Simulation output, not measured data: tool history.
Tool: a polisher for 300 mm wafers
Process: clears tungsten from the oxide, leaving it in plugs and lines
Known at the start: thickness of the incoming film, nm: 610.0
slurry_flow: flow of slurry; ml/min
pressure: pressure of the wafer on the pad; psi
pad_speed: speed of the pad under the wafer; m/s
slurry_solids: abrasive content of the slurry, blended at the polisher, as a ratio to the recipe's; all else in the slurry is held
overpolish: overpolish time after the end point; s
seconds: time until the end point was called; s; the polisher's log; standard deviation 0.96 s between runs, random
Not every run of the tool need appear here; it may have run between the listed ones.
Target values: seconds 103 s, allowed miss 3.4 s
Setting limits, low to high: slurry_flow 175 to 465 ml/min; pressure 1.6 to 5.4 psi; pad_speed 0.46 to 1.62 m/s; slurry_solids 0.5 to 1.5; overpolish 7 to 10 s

run	hour	slurry_flow	pressure	pad_speed	slurry_solids	overpolish	seconds
1	0	295	3.5	1.04	1	10	119.85
2	2.1	295	3.5	1.04	1	10	123.69
3	2.9	340	3.5	1.04	1	10	120.36
4	5.1	340	3.6	1.04	1	10	117.14
5	6	340	3.6	1.04	0.8	10	121.13
6	10.9	340	3.7	1.04	0.8	10	118.67
7	19.3	340	3.8	1.04	0.8	10	118.4
8	23.8	340	3.9	1.04	0.8	10	114.76
9	30.6	340	4	1.04	0.8	10	113.35
10	31.6	340	4.1	1.04	0.8	10	110.31

Next run, 4 choices. One meets every target within its allowed miss, the rest don't. Which?
A	32.6	340	4	1.02	0.8	9	?
B	32.6	330	3.8	1	0.8	7	?
C	32.6	390	3.9	1.22	0.55	10	?
D	32.6	360	3.9	0.98	0.85	10	?

move	seconds
A	114.38
B	121.57
C	103.79
D	119.21
A: lands further from the targets than the last run did
B: lands further from the targets than the last run did
C: all results in spec
D: lands further from the targets than the last run did
Go with C: it meets all targets.
